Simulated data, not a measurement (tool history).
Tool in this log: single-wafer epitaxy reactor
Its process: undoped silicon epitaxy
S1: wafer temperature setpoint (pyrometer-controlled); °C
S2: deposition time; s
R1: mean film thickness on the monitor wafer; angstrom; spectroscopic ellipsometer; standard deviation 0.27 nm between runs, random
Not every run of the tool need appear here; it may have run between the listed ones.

Run 1, day 0.000: S1 645 °C, S2 202 s. Result: R1 310.59 angstrom.
Run 2, day 0.083: S1 637 °C, S2 202 s. Result: R1 267.21 angstrom.
Run 3, day 0.375: S1 637 °C, S2 215 s. Result: R1 283.04 angstrom.
Run 4, day 0.521: S1 643 °C, S2 215 s. Result: R1 316.26 angstrom.
Run 5, day 0.604: S1 643 °C, S2 197 s. Result: R1 288.52 angstrom.
Run 6, day 0.650: S1 647 °C, S2 202 s. Result: R1 324.17 angstrom.
Run 7, day 0.821: S1 650 °C, S2 205 s. Result: R1 345.25 angstrom.
Run 8, day 0.900: S1 650 °C, S2 205 s. Result: R1 348.99 angstrom.
Run 9, day 0.929: S1 653 °C, S2 208 s. Result: R1 372.24 angstrom.

Predict the results of run 10:
Run 10, day 1.175: S1 655 °C, S2 211 s. Result: R1 ?.

Run 10 produced R1 392.03 angstrom.

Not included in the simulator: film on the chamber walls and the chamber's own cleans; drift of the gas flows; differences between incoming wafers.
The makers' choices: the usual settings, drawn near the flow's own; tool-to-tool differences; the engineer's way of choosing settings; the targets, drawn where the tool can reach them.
